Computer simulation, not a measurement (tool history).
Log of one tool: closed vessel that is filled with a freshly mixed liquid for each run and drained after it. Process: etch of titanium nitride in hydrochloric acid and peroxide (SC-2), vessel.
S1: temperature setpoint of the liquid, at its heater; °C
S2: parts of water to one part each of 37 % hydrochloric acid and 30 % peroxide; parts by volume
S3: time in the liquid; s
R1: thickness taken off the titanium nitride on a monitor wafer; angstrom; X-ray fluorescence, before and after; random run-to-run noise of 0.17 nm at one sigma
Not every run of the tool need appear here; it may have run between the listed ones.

| run | day | S1 | S2 | S3 | R1 |
|---|---|---|---|---|---|
| 1 | 0 | 51 | 11.5 | 440 | 191.8 |
| 2 | 0.188 | 53 | 11.5 | 440 | 218.72 |
| 3 | 0.404 | 53 | 11.5 | 315 | 158.23 |
| 4 | 0.704 | 53 | 11.5 | 315 | 157.36 |
| 5 | 0.85 | 53 | 11.5 | 440 | 220.73 |
| 6 | 0.946 | 56 | 11.5 | 440 | 268.07 |

Estimate the outcome of run 7 from the log above:
| 7 | 1 | 56.5 | 11.5 | 440 | ? |

Run 7 yielded R1 276.99 angstrom.

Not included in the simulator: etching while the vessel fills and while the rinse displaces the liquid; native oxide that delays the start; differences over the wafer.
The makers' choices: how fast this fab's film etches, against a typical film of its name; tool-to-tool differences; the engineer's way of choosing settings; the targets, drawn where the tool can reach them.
